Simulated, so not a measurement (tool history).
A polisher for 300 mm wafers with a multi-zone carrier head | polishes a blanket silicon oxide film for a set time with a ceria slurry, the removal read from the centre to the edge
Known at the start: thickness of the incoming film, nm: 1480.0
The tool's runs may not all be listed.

run	hour	flow of slurry (ml/min)	pressure of the head's centre zone	pressure of the head's middle zone	pressure of the head's edge zone	polishing time (s)	film removed at the wafer's centre (nm)	film removed at mid-radius (nm)	film removed at the wafer's edge (nm)
1	0.0	150	1.00	1.00	1.00	66	341.55	330.86	307.21
2	3.6	145	0.98	1.00	1.01	66	323.34	322.79	310.88
3	4.5	145	0.98	1.00	1.01	74	369.43	364.02	352.34
4	8.3	140	0.96	1.00	1.00	74	358.02	358.31	349.32
5	9.0	140	0.96	0.95	1.00	74	353.81	349.62	338.53
6	13.8	135	0.94	0.95	0.99	74	348.18	351.95	343.16

Run 7 comes next. What will it give?
7	17.5	130	0.93	0.95	0.98	74	?	?	?

Run 7 gave film removed at the wafer's centre (nm) 341.77, film removed at mid-radius (nm) 335.78, film removed at the wafer's edge (nm) 341.94.
